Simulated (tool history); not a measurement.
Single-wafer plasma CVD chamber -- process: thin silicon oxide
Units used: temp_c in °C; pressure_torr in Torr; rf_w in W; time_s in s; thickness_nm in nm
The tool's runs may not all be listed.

{"run": 1, "hour": 0.0, "temp_c": 400, "pressure_torr": 0.709, "rf_w": 215, "time_s": 6.79, "thickness_nm": 10.037}
{"run": 2, "hour": 4.7, "temp_c": 400, "pressure_torr": 0.725, "rf_w": 215, "time_s": 6.79, "thickness_nm": 10.27}
{"run": 3, "hour": 6.1, "temp_c": 400, "pressure_torr": 0.739, "rf_w": 215, "time_s": 6.79, "thickness_nm": 10.456}
{"run": 4, "hour": 7.0, "temp_c": 400, "pressure_torr": 0.751, "rf_w": 215, "time_s": 6.79, "thickness_nm": 10.612}
{"run": 5, "hour": 10.0, "temp_c": 400, "pressure_torr": 0.751, "rf_w": 185, "time_s": 6.79, "thickness_nm": 10.05}
{"run": 6, "hour": 14.5, "temp_c": 400, "pressure_torr": 0.656, "rf_w": 185, "time_s": 6.79, "thickness_nm": 8.8378}
{"run": 7, "hour": 19.2, "temp_c": 400, "pressure_torr": 0.69, "rf_w": 185, "time_s": 6.79, "thickness_nm": 9.3104}

Predict the results of run 8:
{"run": 8, "hour": 23.4, "temp_c": 400, "pressure_torr": 0.69, "rf_w": 185, "time_s": 6.79, "thickness_nm": "?"}

thickness_nm: 9.3333 nm
